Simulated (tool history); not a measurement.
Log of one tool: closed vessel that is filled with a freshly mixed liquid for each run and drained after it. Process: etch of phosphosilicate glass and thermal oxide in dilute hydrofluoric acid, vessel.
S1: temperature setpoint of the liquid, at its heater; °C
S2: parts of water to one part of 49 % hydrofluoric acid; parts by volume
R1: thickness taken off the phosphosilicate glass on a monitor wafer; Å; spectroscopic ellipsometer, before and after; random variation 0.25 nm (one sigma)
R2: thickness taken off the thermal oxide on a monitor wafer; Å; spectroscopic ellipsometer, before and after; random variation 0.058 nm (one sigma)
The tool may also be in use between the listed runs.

{"run": 1, "hour": 0.0, "S1": 24.0, "S2": 185, "time in the liquid (s)": 60, "R1": 256.34, "R2": 14.693}
{"run": 2, "hour": 9.2, "S1": 24.0, "S2": 225, "time in the liquid (s)": 60, "R1": 202.02, "R2": 12.034}
{"run": 3, "hour": 15.6, "S1": 25.0, "S2": 220, "time in the liquid (s)": 60, "R1": 213.03, "R2": 11.699}
{"run": 4, "hour": 19.3, "S1": 25.0, "S2": 180, "time in the liquid (s)": 60, "R1": 275.85, "R2": 16.07}
{"run": 5, "hour": 26.7, "S1": 25.0, "S2": 220, "time in the liquid (s)": 60, "R1": 216.15, "R2": 12.21}
{"run": 6, "hour": 28.6, "S1": 25.0, "S2": 165, "time in the liquid (s)": 60, "R1": 306.31, "R2": 17.484}

The next listed run, before its measurement:
{"run": 7, "hour": 36.4, "S1": 25.5, "S2": 165, "time in the liquid (s)": 60, "R1": "?", "R2": "?"}

Run 7 gave R1 310.50 Å, R2 18.053 Å.
